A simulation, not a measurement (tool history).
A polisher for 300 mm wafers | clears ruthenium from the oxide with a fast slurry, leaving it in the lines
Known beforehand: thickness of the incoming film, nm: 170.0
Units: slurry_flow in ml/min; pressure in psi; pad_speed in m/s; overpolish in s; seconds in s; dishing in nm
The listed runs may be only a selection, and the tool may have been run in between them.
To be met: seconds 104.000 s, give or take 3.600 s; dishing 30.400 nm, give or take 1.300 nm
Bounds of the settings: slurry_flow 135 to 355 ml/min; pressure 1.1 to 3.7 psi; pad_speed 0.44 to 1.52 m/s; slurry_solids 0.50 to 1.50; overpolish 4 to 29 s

run  hour  slurry_flow  pressure  pad_speed  slurry_solids  overpolish  seconds  dishing
  1   0.0          225       2.4       0.98           1.00          15   52.770   41.771
  2   1.9          220       2.1       0.96           1.00          16   61.344   37.746
  3   8.0          220       2.1       0.96           1.00          22   60.813   49.377
  4  14.9          220       2.6       0.96           1.00          22   50.696   58.238
  5  16.7          220       2.6       1.08           1.00          22   44.639   63.880
  6  23.0          215       2.3       1.02           1.00          22   53.802   56.434
  7  30.3          215       2.3       1.02           1.00          22   53.060   55.714
  8  31.8          215       2.0       0.98           1.00          22   64.044   49.753
  9  37.6          215       1.8       0.96           1.00          21   72.457   42.056
 10  45.0          210       1.6       0.96           1.00          21   80.503   38.386
 11  48.4          200       1.5       0.96           1.00          21   86.819   36.503
 12  50.2          190       1.5       0.96           1.00          21   86.300   36.209
     54.6  -- head pressure recalibrated
 13  54.6          190       1.1       0.94           1.00          21  129.480   25.421
 14  57.0          210       1.1       0.94           1.00          21  123.140   25.441
 15  63.0          200       1.1       0.94           1.00          21  126.470   25.721
 16  70.5          195       1.2       0.94           1.00          21  116.550   27.320
 17  77.9          195       1.2       0.94           1.00          21  114.700   27.852

Next run, 5 choices. One meets every target within its allowed miss, the rest don't. Which?
  A  85.3          185       1.2       0.92           1.20          24        ?        ?
  B  85.3          220       1.2       1.00           1.05          24        ?        ?
  C  85.3          190       1.1       0.92           1.00          22        ?        ?
  D  85.3          170       1.3       0.98           1.00          21        ?        ?
  E  85.3          175       1.5       0.86           1.20          22        ?        ?

move  seconds  dishing
   A  110.480   32.445
   B  104.520   34.076
   C  127.800   26.320
   D  104.510   30.266
   E   96.280   33.930
A: gains on the last run, yet a result remains outside its allowed miss
B: brings the result that was furthest off to its target, and leaves another outside
C: moves away from the targets compared with the last run
D: all results in spec
E: the result that was furthest off in the last run now lies on the other side of its target
D meets every target.
